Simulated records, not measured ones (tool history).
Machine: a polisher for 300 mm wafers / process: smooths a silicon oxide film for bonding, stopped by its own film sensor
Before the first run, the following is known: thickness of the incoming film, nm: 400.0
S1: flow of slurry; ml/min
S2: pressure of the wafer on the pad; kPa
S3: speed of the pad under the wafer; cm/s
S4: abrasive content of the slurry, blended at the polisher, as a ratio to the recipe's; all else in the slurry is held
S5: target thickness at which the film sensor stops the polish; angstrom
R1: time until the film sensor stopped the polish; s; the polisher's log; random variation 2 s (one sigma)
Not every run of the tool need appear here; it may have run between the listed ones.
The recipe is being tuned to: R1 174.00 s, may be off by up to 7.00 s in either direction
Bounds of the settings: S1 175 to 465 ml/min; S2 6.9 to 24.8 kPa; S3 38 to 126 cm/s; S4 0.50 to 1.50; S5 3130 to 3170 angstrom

Run 1, day 0.000: S1 295 ml/min, S2 15.9 kPa, S3 82 cm/s, S4 1.00, S5 3170 angstrom. Result: R1 102.30 s.
Run 2, day 0.242: S1 295 ml/min, S2 15.9 kPa, S3 82 cm/s, S4 0.85, S5 3170 angstrom. Result: R1 114.52 s.
Run 3, day 0.283: S1 295 ml/min, S2 17.9 kPa, S3 82 cm/s, S4 0.85, S5 3170 angstrom. Result: R1 103.86 s.
Run 4, day 0.412: S1 295 ml/min, S2 17.9 kPa, S3 82 cm/s, S4 0.85, S5 3130 angstrom. Result: R1 106.05 s.
Run 5, day 0.633: S1 320 ml/min, S2 17.9 kPa, S3 82 cm/s, S4 0.85, S5 3130 angstrom. Result: R1 105.29 s.
Run 6, day 0.729: S1 315 ml/min, S2 16.5 kPa, S3 82 cm/s, S4 0.85, S5 3130 angstrom. Result: R1 118.44 s.
Run 7, day 0.929: S1 315 ml/min, S2 15.9 kPa, S3 82 cm/s, S4 0.85, S5 3130 angstrom. Result: R1 122.20 s.
Run 8, day 1.175: S1 315 ml/min, S2 15.2 kPa, S3 82 cm/s, S4 0.85, S5 3130 angstrom. Result: R1 125.52 s.
Run 9, day 1.354: S1 315 ml/min, S2 14.5 kPa, S3 82 cm/s, S4 0.85, S5 3130 angstrom. Result: R1 133.05 s.
Run 10, day 1.492: S1 315 ml/min, S2 13.8 kPa, S3 82 cm/s, S4 0.85, S5 3130 angstrom. Result: R1 135.58 s.
Run 11, day 1.521: S1 315 ml/min, S2 13.1 kPa, S3 82 cm/s, S4 0.85, S5 3130 angstrom. Result: R1 149.08 s.
Run 12, day 1.704: S1 315 ml/min, S2 11.7 kPa, S3 82 cm/s, S4 0.85, S5 3130 angstrom. Result: R1 163.40 s.

Which one of the following 5 next-run settings gets every result inside its allowed miss? There is exactly one.
Run A, day 1.888: S1 245 ml/min, S2 12.4 kPa, S3 92 cm/s, S4 0.70, S5 3130 angstrom. Result: R1 ?.
Run B, day 1.888: S1 300 ml/min, S2 13.1 kPa, S3 88 cm/s, S4 0.75, S5 3160 angstrom. Result: R1 ?.
Run C, day 1.888: S1 295 ml/min, S2 11.0 kPa, S3 84 cm/s, S4 0.95, S5 3130 angstrom. Result: R1 ?.
Run D, day 1.888: S1 375 ml/min, S2 10.3 kPa, S3 78 cm/s, S4 0.95, S5 3170 angstrom. Result: R1 ?.
Run E, day 1.888: S1 380 ml/min, S2 9.7 kPa, S3 78 cm/s, S4 0.85, S5 3150 angstrom. Result: R1 ?.

move      R1
   A  171.03
   B  147.77
   C  152.54
   D  160.77
   E  191.79
A: in spec on every target
B: the biggest miss grows against the last run
C: the biggest miss grows against the last run
D: the biggest miss grows against the last run
E: the result that was furthest off in the last run now lies on the other side of its target
Move A is the one to make.
